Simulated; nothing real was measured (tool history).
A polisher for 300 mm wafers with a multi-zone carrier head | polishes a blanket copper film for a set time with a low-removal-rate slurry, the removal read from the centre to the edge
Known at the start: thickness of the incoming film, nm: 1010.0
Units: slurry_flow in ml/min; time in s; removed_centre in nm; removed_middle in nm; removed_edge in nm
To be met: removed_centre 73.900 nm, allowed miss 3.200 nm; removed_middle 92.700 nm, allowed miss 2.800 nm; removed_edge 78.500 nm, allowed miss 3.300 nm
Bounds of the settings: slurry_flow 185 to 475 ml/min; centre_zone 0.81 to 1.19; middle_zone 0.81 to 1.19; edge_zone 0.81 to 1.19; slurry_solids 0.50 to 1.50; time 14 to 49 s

run,hour,slurry_flow,centre_zone,middle_zone,edge_zone,slurry_solids,time,removed_centre,removed_middle,removed_edge
1,0.0,305,1.00,1.00,1.00,1.00,31,60.242,59.783,59.099
2,8.1,305,1.00,1.00,0.92,1.00,31,62.084,59.748,56.874
3,16.4,305,1.08,1.00,0.92,1.00,31,66.462,58.914,56.902
4,22.1,305,1.08,1.00,0.83,1.00,31,66.777,61.012,54.486
5,27.1,305,1.08,0.93,0.83,1.00,31,66.699,56.234,52.666
6,30.8,280,1.08,0.93,0.83,1.00,31,65.893,56.139,53.751
7,31.8,270,1.06,0.96,0.84,1.05,32,65.935,60.204,55.225
8,37.2,275,1.05,0.99,0.87,1.10,33,68.521,64.639,60.088
9,44.6,275,1.04,1.02,0.88,1.15,33,69.252,65.814,60.842
10,45.5,275,1.02,1.04,0.89,1.20,34,70.885,69.677,64.355
11,49.0,275,1.00,1.06,0.89,1.25,35,71.572,72.963,65.303
12,57.2,270,0.98,1.08,0.90,1.25,36,70.753,76.445,70.066
13,57.8,275,0.97,1.09,0.90,1.30,36,71.827,78.998,68.310
14,62.1,275,0.96,1.10,0.91,1.30,36,71.983,77.466,67.800

Which of these 4 next moves meets every target?
A,66.4,225,0.86,1.18,0.90,1.25,44,?,?,?
B,66.4,270,1.03,1.01,0.94,1.45,33,?,?,?
C,66.4,360,0.84,1.10,0.85,1.10,43,?,?,?
D,66.4,245,1.01,0.93,1.11,1.30,36,?,?,?

move,removed_centre,removed_middle,removed_edge
A,74.383,97.850,79.899
B,71.145,69.380,64.697
C,72.525,92.284,76.531
D,73.052,68.590,73.877
A: takes the result that was furthest off past its target
B: further off than the last run
C: meets every target
D: further off than the last run
Move C is the one to make.

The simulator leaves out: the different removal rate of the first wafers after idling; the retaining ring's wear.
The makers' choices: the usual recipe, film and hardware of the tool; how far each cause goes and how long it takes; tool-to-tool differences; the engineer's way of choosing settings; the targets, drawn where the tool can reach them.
